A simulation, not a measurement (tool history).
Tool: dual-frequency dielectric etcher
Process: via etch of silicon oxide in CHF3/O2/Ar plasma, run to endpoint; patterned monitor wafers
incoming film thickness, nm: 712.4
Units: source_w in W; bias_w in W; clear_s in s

run,hour,source_w,bias_w,clear_s
1,0,580,161,360.94
2,5.2,670,161,344.75
3,9.9,640,157,354.6
4,15.4,640,141,361.95
5,16.7,640,115,383.77
6,17.4,740,115,361.36
7,23.7,720,114,366.04
8,24.5,700,113,373.33
9,29.2,680,112,381.38
10,32.7,680,112,374.58

The next listed run, before its measurement:
11,39.7,660,111,?

Run 11 gave clear_s 382.45 s.
